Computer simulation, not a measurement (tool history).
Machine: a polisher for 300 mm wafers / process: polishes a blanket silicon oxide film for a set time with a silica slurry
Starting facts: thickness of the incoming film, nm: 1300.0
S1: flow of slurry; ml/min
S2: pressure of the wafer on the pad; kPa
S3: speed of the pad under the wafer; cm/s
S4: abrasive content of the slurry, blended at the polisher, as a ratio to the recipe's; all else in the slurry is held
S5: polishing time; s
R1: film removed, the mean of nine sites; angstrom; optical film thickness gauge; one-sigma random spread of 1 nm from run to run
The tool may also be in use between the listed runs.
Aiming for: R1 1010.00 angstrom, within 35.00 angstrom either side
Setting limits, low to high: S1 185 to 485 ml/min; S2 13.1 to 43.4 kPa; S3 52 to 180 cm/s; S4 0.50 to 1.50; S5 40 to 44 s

run 1 hour=0.0 | S1=310 S2=28.3 S3=116 S4=1.00 S5=44 | R1=1312.60
run 2 hour=6.0 | S1=310 S2=26.9 S3=116 S4=1.00 S5=44 | R1=1262.30
run 3 hour=13.5 | S1=310 S2=25.5 S3=116 S4=1.00 S5=44 | R1=1232.10
run 4 hour=18.9 | S1=310 S2=25.5 S3=136 S4=1.00 S5=44 | R1=1376.00
run 5 hour=24.5 | S1=360 S2=25.5 S3=136 S4=1.00 S5=44 | R1=1398.30
run 6 hour=25.2 | S1=360 S2=23.4 S3=136 S4=1.00 S5=44 | R1=1323.90
run 7 hour=32.9 | S1=360 S2=21.4 S3=136 S4=1.00 S5=44 | R1=1235.60
run 8 hour=36.1 | S1=360 S2=20.0 S3=136 S4=1.00 S5=44 | R1=1186.70
run 9 hour=36.8 | S1=360 S2=19.3 S3=136 S4=1.00 S5=44 | R1=1169.60
run 10 hour=44.9 | S1=360 S2=18.6 S3=136 S4=1.00 S5=44 | R1=1152.70
run 11 hour=50.5 | S1=360 S2=17.9 S3=136 S4=1.00 S5=44 | R1=1117.30
run 12 hour=55.6 | S1=360 S2=17.2 S3=136 S4=1.00 S5=44 | R1=1096.60
run 13 hour=57.5 | S1=360 S2=16.5 S3=136 S4=1.00 S5=44 | R1=1075.30

4 next moves are on the table. One of them brings every result within its allowed miss. Which?
run A hour=59.4 | S1=355 S2=14.5 S3=144 S4=0.70 S5=44 | R1=?
run B hour=59.4 | S1=250 S2=24.8 S3=128 S4=0.70 S5=40 | R1=?
run C hour=59.4 | S1=445 S2=17.9 S3=140 S4=1.15 S5=42 | R1=?
run D hour=59.4 | S1=275 S2=13.8 S3=116 S4=1.25 S5=44 | R1=?

move=A R1=931.37
move=B R1=1028.40
move=C R1=1169.00
move=D R1=914.55
A: the result that was furthest off in the last run now lies on the other side of its target
B: each result inside its tolerance
C: the biggest miss grows against the last run
D: the result that was furthest off in the last run now lies on the other side of its target
Answer: B
